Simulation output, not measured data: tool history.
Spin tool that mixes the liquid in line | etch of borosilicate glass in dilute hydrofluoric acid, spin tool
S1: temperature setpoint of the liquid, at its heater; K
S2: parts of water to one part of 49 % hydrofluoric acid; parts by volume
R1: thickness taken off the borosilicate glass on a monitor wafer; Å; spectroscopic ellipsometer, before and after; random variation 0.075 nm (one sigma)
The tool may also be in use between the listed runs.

run 1 hour=0 | S1=293.15 S2=180 time_under_the_liquid_(s)=50 | R1=108.3
run 2 hour=8.9 | S1=292.15 S2=190 time_under_the_liquid_(s)=50 | R1=98.557
run 3 hour=14 | S1=291.65 S2=195 time_under_the_liquid_(s)=50 | R1=92.422
run 4 hour=22 | S1=291.15 S2=200 time_under_the_liquid_(s)=50 | R1=88.402
run 5 hour=30.6 | S1=294.65 S2=200 time_under_the_liquid_(s)=50 | R1=102.03
run 6 hour=36.5 | S1=294.65 S2=200 time_under_the_liquid_(s)=55 | R1=110.72
run 7 hour=39.8 | S1=293.65 S2=210 time_under_the_liquid_(s)=55 | R1=99.825
run 8 hour=47.7 | S1=292.65 S2=215 time_under_the_liquid_(s)=55 | R1=93.939

Run 9 comes next. What will it give?
run 9 hour=53.9 | S1=292.15 S2=215 time_under_the_liquid_(s)=55 | R1=?

Run 9 gave R1 92.908 Å.
